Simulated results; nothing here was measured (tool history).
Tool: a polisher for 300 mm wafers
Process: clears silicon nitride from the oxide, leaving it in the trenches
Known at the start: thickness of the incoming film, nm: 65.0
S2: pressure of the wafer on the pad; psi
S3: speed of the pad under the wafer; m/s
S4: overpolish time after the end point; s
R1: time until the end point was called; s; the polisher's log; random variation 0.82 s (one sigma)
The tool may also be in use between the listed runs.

Run 1, hour 0: flow of slurry (ml/min) 145, S2 2.2 psi, S3 0.86 m/s, S4 3 s. Result: R1 93.429 s.
Run 2, hour 4.6: flow of slurry (ml/min) 150, S2 2.4 psi, S3 0.86 m/s, S4 3 s. Result: R1 84.772 s.
Run 3, hour 9.4: flow of slurry (ml/min) 150, S2 2.4 psi, S3 0.86 m/s, S4 3 s. Result: R1 84.813 s.
Run 4, hour 17.4: flow of slurry (ml/min) 150, S2 2.8 psi, S3 0.86 m/s, S4 3 s. Result: R1 74.007 s.
Run 5, hour 23: flow of slurry (ml/min) 150, S2 2.5 psi, S3 0.86 m/s, S4 3 s. Result: R1 82.705 s.
Run 6, hour 31.3: flow of slurry (ml/min) 150, S2 2.7 psi, S3 0.86 m/s, S4 3 s. Result: R1 77.332 s.
Run 7, hour 40.3: flow of slurry (ml/min) 155, S2 2.8 psi, S3 0.86 m/s, S4 3 s. Result: R1 73.156 s.
Run 8, hour 42.1: flow of slurry (ml/min) 160, S2 2.8 psi, S3 0.86 m/s, S4 3 s. Result: R1 74.491 s.

Run 9 comes next. What will it give?
Run 9, hour 48.2: flow of slurry (ml/min) 160, S2 2.9 psi, S3 0.86 m/s, S4 3 s. Result: R1 ?.

Run 9 gave R1 71.871 s.
